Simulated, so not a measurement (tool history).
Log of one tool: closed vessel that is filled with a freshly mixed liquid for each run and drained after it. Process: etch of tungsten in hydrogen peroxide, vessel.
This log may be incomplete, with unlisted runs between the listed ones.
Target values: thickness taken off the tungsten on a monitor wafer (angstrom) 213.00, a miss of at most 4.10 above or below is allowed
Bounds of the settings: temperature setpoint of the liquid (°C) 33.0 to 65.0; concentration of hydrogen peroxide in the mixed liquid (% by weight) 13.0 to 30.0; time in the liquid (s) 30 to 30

run,hour,temperature setpoint of the liquid (°C),concentration of hydrogen peroxide in the mixed liquid (% by weight),time in the liquid (s),thickness taken off the tungsten on a monitor wafer (angstrom)
1,0.0,49.0,25.0,30,332.95
2,4.3,49.0,25.0,30,331.94
3,9.2,46.0,25.0,30,276.28
4,12.1,45.0,25.0,30,260.63
5,15.7,44.0,25.0,30,242.76
6,16.6,44.0,25.0,30,243.52
7,25.8,43.5,25.0,30,236.73
8,30.4,43.0,25.0,30,228.06
9,36.7,42.5,25.0,30,221.89

Below are 5 possible settings for the next run. Only one of them brings all results inside the allowed miss of their targets. Which is it?
A,43.0,44.0,19.0,30,?
B,43.0,41.5,23.5,30,?
C,43.0,42.0,22.0,30,?
D,43.0,42.0,26.5,30,?
E,43.0,41.5,24.0,30,?

move,thickness taken off the tungsten on a monitor wafer (angstrom)
A,213.35
B,202.21
C,202.05
D,221.76
E,204.35
A: every result lands within tolerance
B: pushes the last run's worst result past its target
C: pushes the last run's worst result past its target
D: no better and no worse than the last run
E: pushes the last run's worst result past its target
So the answer is move A, the one that meets all the targets.

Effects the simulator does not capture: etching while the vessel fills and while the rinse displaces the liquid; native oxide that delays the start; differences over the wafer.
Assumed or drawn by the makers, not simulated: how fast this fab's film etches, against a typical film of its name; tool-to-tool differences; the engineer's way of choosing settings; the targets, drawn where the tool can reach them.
